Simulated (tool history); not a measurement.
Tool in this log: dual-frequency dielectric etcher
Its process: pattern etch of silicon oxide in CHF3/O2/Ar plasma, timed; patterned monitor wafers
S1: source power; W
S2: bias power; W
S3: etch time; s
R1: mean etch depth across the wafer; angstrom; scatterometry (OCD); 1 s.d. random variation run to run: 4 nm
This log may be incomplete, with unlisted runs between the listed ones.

run 1 hour=0 | S1=530 S2=157 S3=440.5 | R1=8795.9
run 2 hour=3.6 | S1=530 S2=169 S3=440.5 | R1=8982.7
run 3 hour=4.9 | S1=500 S2=169 S3=440.5 | R1=8810.9
run 4 hour=12.7 | S1=540 S2=171 S3=440.5 | R1=9029
run 5 hour=20.1 | S1=540 S2=152 S3=440.5 | R1=8753
run 6 hour=23.5 | S1=630 S2=152 S3=440.5 | R1=9183.8
run 7 hour=29.5 | S1=650 S2=156 S3=441 | R1=9355.7

Run 8 has not been measured yet. What should we expect?
run 8 hour=31.6 | S1=670 S2=159 S3=441.5 | R1=?

{"run 8": {"R1": 9506.9}}
